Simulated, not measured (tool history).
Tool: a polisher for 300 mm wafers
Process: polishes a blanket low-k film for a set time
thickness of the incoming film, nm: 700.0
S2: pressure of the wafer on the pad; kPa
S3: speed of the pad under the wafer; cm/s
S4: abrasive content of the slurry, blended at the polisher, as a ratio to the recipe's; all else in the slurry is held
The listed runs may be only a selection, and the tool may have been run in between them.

Run 1, hour 0: flow of slurry (ml/min) 145, S2 11.7 kPa, S3 84 cm/s, S4 1, polishing time (s) 33. Result: film removed (nm) 10.58.
Run 2, hour 4.3: flow of slurry (ml/min) 150, S2 12.4 kPa, S3 84 cm/s, S4 1, polishing time (s) 33. Result: film removed (nm) 11.196.
Run 3, hour 11.6: flow of slurry (ml/min) 150, S2 9.7 kPa, S3 84 cm/s, S4 1, polishing time (s) 33. Result: film removed (nm) 8.7249.
Run 4, hour 17.6: flow of slurry (ml/min) 150, S2 10.3 kPa, S3 84 cm/s, S4 1, polishing time (s) 33. Result: film removed (nm) 9.2849.
Run 5, hour 25.7: flow of slurry (ml/min) 185, S2 10.3 kPa, S3 84 cm/s, S4 1, polishing time (s) 33. Result: film removed (nm) 9.3517.
Run 6, hour 30.5: flow of slurry (ml/min) 185, S2 11 kPa, S3 84 cm/s, S4 1, polishing time (s) 33. Result: film removed (nm) 10.301.

Run 7, settings as shown, results not yet in. Your forecast:
Run 7, hour 31.9: flow of slurry (ml/min) 185, S2 11.7 kPa, S3 84 cm/s, S4 1, polishing time (s) 33. Result: film removed (nm) ?.

{"run 7": {"film removed (nm)": 10.7}}

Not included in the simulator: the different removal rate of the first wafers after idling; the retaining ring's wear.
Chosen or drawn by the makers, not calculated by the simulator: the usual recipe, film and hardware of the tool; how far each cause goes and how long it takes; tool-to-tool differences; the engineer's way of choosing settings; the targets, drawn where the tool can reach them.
